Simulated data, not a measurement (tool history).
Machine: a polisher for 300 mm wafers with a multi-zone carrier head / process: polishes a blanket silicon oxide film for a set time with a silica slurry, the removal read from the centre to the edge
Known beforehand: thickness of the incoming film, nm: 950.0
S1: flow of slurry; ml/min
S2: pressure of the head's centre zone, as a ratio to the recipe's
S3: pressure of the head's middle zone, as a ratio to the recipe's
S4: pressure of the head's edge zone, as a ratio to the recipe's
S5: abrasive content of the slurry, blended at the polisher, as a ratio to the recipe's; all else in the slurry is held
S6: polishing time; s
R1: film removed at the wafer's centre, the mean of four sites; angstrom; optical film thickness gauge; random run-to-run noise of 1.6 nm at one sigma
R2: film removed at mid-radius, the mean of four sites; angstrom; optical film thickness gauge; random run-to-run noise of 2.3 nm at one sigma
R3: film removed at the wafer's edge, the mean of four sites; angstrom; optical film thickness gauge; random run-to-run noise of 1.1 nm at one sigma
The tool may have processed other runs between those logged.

run,hour,S1,S2,S3,S4,S5,S6,R1,R2,R3
1,0.0,225,1.00,1.00,1.00,1.00,62,1794.9,1985.8,1939.7
2,9.0,225,1.00,1.00,1.00,1.00,76,2150.1,2357.7,2385.1
3,9.7,225,1.02,0.99,0.96,0.90,76,2208.5,2301.5,2261.6
4,17.5,225,1.02,0.99,1.03,0.90,76,2137.5,2324.7,2352.1
5,22.5,220,1.01,0.97,0.98,0.80,76,2071.6,2173.9,2217.2
6,26.5,215,1.01,0.97,0.94,0.75,75,1984.1,2150.9,2099.2
7,29.2,215,1.03,0.95,0.92,0.70,74,1956.0,2017.7,2043.6
# hour 31.6: centre zone pressure recalibrated
8,31.6,215,1.05,0.95,0.90,0.65,73,2079.8,1952.9,1923.3
9,35.8,205,1.05,0.95,0.88,0.60,73,1987.8,1889.0,1832.5
10,40.7,195,1.05,0.95,0.88,0.60,73,1937.6,1911.2,1826.8

The next listed run, before its measurement:
11,45.5,195,1.05,0.95,0.88,0.60,73,?,?,?

{"run 11": {"R1": 1974.7, "R2": 1871.8, "R3": 1854.7}}

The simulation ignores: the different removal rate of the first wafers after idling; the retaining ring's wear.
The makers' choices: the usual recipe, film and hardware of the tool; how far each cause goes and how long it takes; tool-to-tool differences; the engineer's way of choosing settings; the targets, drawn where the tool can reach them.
